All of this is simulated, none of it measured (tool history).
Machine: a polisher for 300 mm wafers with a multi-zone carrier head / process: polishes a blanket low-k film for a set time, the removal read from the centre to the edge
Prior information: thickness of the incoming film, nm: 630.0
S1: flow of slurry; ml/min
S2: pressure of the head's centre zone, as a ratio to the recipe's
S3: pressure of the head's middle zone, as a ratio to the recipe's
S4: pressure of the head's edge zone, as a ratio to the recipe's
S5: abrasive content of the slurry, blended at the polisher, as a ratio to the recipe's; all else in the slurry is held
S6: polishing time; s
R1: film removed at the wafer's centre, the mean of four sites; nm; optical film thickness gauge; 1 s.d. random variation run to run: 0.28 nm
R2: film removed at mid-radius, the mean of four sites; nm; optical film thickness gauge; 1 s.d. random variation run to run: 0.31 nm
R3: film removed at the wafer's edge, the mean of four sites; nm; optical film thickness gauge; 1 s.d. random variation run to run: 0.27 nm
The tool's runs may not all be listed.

Run 1, hour 0: S1 215 ml/min, S2 1, S3 1, S4 1, S5 1, S6 54 s. Result: R1 18.826 nm, R2 19.367 nm, R3 19.202 nm.
Run 2, hour 5.5: S1 215 ml/min, S2 1, S3 1, S4 1.06, S5 1, S6 54 s. Result: R1 18.954 nm, R2 19.045 nm, R3 19.414 nm.
Run 3, hour 10.5: S1 220 ml/min, S2 1.01, S3 1.01, S4 1.06, S5 1.05, S6 54 s. Result: R1 19.226 nm, R2 19.397 nm, R3 19.883 nm.
Run 4, hour 15.3: S1 220 ml/min, S2 0.97, S3 1.01, S4 1.06, S5 1.05, S6 54 s. Result: R1 18.523 nm, R2 19.968 nm, R3 20.352 nm.
Run 5, hour 16.9: S1 225 ml/min, S2 0.99, S3 1.02, S4 1.06, S5 1.1, S6 54 s. Result: R1 19.468 nm, R2 20.432 nm, R3 20.53 nm.
Run 6, hour 22.4: S1 225 ml/min, S2 0.99, S3 0.99, S4 1.06, S5 1.1, S6 54 s. Result: R1 19.416 nm, R2 19.643 nm, R3 20.713 nm.
Run 7, hour 23.9: S1 230 ml/min, S2 1.01, S3 1, S4 1.06, S5 1.15, S6 54 s. Result: R1 20.384 nm, R2 20.062 nm, R3 20.514 nm.

What will run 8 give?
Run 8, hour 27.4: S1 230 ml/min, S2 1.01, S3 1, S4 1.06, S5 1.15, S6 54 s. Result: R1 ?, R2 ?, R3 ?.

Run 8 came out at R1 19.782 nm, R2 19.999 nm, R3 20.668 nm.

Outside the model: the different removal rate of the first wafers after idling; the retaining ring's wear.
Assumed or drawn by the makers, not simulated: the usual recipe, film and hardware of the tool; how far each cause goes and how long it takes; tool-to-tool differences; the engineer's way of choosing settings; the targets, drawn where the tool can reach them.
